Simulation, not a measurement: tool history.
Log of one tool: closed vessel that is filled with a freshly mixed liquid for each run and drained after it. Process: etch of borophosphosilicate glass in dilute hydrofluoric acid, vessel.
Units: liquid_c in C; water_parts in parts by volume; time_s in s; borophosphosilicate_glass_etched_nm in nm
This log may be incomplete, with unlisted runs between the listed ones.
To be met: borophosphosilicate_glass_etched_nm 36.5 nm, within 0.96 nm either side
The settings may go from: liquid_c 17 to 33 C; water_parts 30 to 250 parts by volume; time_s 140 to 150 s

| run | hour | liquid_c | water_parts | time_s | borophosphosilicate_glass_etched_nm |
|---|---|---|---|---|---|
| 1 | 0 | 25 | 140 | 140 | 47.453 |
| 2 | 4.2 | 25 | 140 | 140 | 47.669 |
| 3 | 11.4 | 25 | 140 | 150 | 50.834 |
| 4 | 15.3 | 25 | 140 | 140 | 47.823 |
| 5 | 18.6 | 26.5 | 140 | 140 | 50.185 |
| 6 | 19.4 | 24.5 | 140 | 140 | 46.727 |
| 7 | 23.5 | 23 | 140 | 140 | 44.081 |
| 8 | 24.9 | 22 | 140 | 140 | 42.333 |
| 9 | 31.8 | 21 | 140 | 140 | 40.851 |
| 10 | 38.7 | 20.5 | 140 | 140 | 40.087 |
| 11 | 39.3 | 20 | 140 | 140 | 39.344 |
| 12 | 40.1 | 19.5 | 140 | 140 | 38.561 |
| 13 | 41.4 | 19 | 140 | 140 | 37.568 |

Consider the 4 candidate settings below. Which is the only one whose results all fall within their allowed miss of target?
| A | 42.7 | 19.5 | 145 | 145 | ? |
| B | 42.7 | 19 | 135 | 140 | ? |
| C | 42.7 | 17 | 140 | 145 | ? |
| D | 42.7 | 20.5 | 150 | 150 | ? |

| move | borophosphosilicate_glass_etched_nm |
|---|---|
| A | 38.297 |
| B | 39.369 |
| C | 36.105 |
| D | 39.598 |
A: lands further from the targets than the last run did
B: lands further from the targets than the last run did
C: all results in spec
D: lands further from the targets than the last run did
The right move is C.

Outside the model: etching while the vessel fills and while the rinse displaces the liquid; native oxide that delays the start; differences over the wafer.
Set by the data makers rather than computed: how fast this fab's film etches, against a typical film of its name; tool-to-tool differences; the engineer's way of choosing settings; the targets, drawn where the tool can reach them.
